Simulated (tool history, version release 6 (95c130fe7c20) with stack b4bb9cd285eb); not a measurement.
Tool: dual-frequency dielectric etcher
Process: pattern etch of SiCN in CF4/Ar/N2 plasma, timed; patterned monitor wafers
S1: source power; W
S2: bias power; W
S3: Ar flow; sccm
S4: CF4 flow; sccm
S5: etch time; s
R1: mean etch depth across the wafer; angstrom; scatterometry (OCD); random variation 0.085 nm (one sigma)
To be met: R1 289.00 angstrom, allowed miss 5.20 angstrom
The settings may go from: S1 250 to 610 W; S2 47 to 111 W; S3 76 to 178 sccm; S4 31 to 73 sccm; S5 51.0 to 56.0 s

| run | hour | S1 | S2 | S3 | S4 | S5 | R1 |
|---|---|---|---|---|---|---|---|
| 1 | 0.0 | 430 | 79 | 127 | 52 | 56.0 | 444.09 |
| 2 | 8.0 | 430 | 79 | 145 | 52 | 56.0 | 435.50 |
| 3 | 11.3 | 500 | 79 | 145 | 52 | 56.0 | 488.83 |
| 4 | 19.6 | 500 | 79 | 145 | 43 | 56.0 | 472.58 |
| 5 | 27.4 | 460 | 77 | 146 | 43 | 56.0 | 441.22 |
| 6 | 30.4 | 430 | 74 | 147 | 43 | 56.0 | 415.04 |
| 7 | 36.6 | 400 | 72 | 148 | 43 | 56.0 | 387.20 |
| 8 | 44.4 | 310 | 70 | 149 | 43 | 56.0 | 319.38 |
| 9 | 46.8 | 300 | 70 | 149 | 43 | 56.0 | 311.66 |
| 10 | 54.6 | 290 | 70 | 149 | 43 | 56.0 | 305.38 |

Which of these 4 next moves meets every target?
| A | 62.4 | 330 | 79 | 162 | 34 | 53.5 | ? |
| B | 62.4 | 290 | 71 | 161 | 45 | 55.0 | ? |
| C | 62.4 | 270 | 73 | 137 | 43 | 54.0 | ? |
| D | 62.4 | 330 | 70 | 138 | 46 | 54.5 | ? |

| move | R1 |
|---|---|
| A | 319.74 |
| B | 300.67 |
| C | 287.81 |
| D | 331.09 |
A: further off than the last run
B: nearer than the last run, and not there yet
C: meets every target
D: further off than the last run
The right move is C.
